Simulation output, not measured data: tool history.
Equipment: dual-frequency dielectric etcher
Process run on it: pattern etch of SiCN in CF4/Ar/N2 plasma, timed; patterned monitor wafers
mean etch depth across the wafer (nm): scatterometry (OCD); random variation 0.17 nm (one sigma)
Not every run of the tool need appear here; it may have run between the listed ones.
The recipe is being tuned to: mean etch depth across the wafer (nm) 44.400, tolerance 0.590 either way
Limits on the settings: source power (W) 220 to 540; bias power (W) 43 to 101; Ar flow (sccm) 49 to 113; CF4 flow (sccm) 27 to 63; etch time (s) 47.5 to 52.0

run,hour,source power (W),bias power (W),Ar flow (sccm),CF4 flow (sccm),etch time (s),mean etch depth across the wafer (nm)
1,0.0,380,72,81,45,52.0,34.454
2,4.7,420,72,81,45,52.0,36.893
3,6.9,380,72,81,45,52.0,34.419
4,12.3,430,72,81,45,52.0,37.729
5,19.0,430,72,87,45,52.0,36.984
6,22.0,430,59,87,45,52.0,34.804
7,27.9,470,61,87,45,52.0,37.244
8,31.4,540,75,83,46,52.0,45.492

Of the 5 settings listed for the next run, only one would bring every result within its allowed miss of target. Which one?
A,34.9,540,75,76,43,52.0,?
B,34.9,540,84,84,41,51.5,?
C,34.9,540,77,68,38,50.5,?
D,34.9,530,82,77,43,50.0,?
E,34.9,530,99,80,41,49.0,?

move,mean etch depth across the wafer (nm)
A,45.763
B,45.635
C,45.634
D,44.480
E,45.786
A: the biggest miss grows against the last run
B: the biggest miss grows against the last run
C: the biggest miss grows against the last run
D: in spec on every target
E: the biggest miss grows against the last run
D meets every target.
